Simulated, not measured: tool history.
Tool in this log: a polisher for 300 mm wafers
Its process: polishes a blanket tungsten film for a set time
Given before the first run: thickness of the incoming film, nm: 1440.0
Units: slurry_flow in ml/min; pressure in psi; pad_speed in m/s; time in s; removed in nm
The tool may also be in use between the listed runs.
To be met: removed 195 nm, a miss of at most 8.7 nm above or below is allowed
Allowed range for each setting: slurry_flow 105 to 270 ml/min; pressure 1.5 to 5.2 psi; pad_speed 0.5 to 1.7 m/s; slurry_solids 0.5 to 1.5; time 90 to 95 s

run 1 hour=0 | slurry_flow=175 pressure=3.3 pad_speed=1.1 slurry_solids=1 time=90 | removed=363.49
run 2 hour=6.9 | slurry_flow=175 pressure=3 pad_speed=1.08 slurry_solids=1 time=90 | removed=321.4
run 3 hour=7.6 | slurry_flow=175 pressure=3 pad_speed=1.08 slurry_solids=1.2 time=90 | removed=337.16
run 4 hour=15.2 | slurry_flow=190 pressure=3 pad_speed=1.08 slurry_solids=1.2 time=90 | removed=338.45
run 5 hour=16.7 | slurry_flow=190 pressure=2.7 pad_speed=1.06 slurry_solids=1.2 time=90 | removed=300.49
run 6 hour=22.3 | slurry_flow=190 pressure=2.7 pad_speed=1.06 slurry_solids=1.05 time=90 | removed=291.57
run 7 hour=27.1 | slurry_flow=190 pressure=2.5 pad_speed=1.06 slurry_solids=1.05 time=90 | removed=275.08
run 8 hour=28.3 | slurry_flow=190 pressure=2.3 pad_speed=1.06 slurry_solids=1.05 time=90 | removed=251.26
run 9 hour=33.3 | slurry_flow=190 pressure=2.2 pad_speed=1.06 slurry_solids=1.05 time=90 | removed=237.95
run 10 hour=38.2 | slurry_flow=190 pressure=2.2 pad_speed=1.06 slurry_solids=1.05 time=90 | removed=245.05
run 11 hour=47.1 | slurry_flow=190 pressure=2.1 pad_speed=1.06 slurry_solids=1.05 time=90 | removed=235.13
run 12 hour=53.8 | slurry_flow=190 pressure=2 pad_speed=1.06 slurry_solids=1.05 time=90 | removed=220.88
run 13 hour=60.3 | slurry_flow=185 pressure=2 pad_speed=1.06 slurry_solids=1.05 time=90 | removed=222.24
run 14 hour=66.9 | slurry_flow=185 pressure=1.5 pad_speed=1.04 slurry_solids=1.05 time=90 | removed=163.54
run 15 hour=71.2 | slurry_flow=195 pressure=1.5 pad_speed=1.04 slurry_solids=1.05 time=90 | removed=168.35
run 16 hour=77.2 | slurry_flow=195 pressure=1.6 pad_speed=1.04 slurry_solids=1.05 time=90 | removed=175.67

Exercise: of the 5 proposed moves below, exactly one satisfies all targets within the stated allowed misses. Which move is it?
run A hour=83.2 | slurry_flow=190 pressure=1.8 pad_speed=1.12 slurry_solids=1 time=92 | removed=?
run B hour=83.2 | slurry_flow=250 pressure=1.8 pad_speed=1.1 slurry_solids=0.95 time=95 | removed=?
run C hour=83.2 | slurry_flow=180 pressure=1.7 pad_speed=1.1 slurry_solids=1.05 time=92 | removed=?
run D hour=83.2 | slurry_flow=155 pressure=1.8 pad_speed=1.24 slurry_solids=0.85 time=93 | removed=?
run E hour=83.2 | slurry_flow=210 pressure=1.8 pad_speed=1.12 slurry_solids=0.95 time=92 | removed=?

move=A removed=210.41
move=B removed=217.02
move=C removed=197.24
move=D removed=218.26
move=E removed=209.89
A: pushes the last run's worst result past its target
B: pushes the last run's worst result past its target
C: meets every target
D: pushes the last run's worst result past its target
E: pushes the last run's worst result past its target
C is the move that brings every result within its allowed miss.

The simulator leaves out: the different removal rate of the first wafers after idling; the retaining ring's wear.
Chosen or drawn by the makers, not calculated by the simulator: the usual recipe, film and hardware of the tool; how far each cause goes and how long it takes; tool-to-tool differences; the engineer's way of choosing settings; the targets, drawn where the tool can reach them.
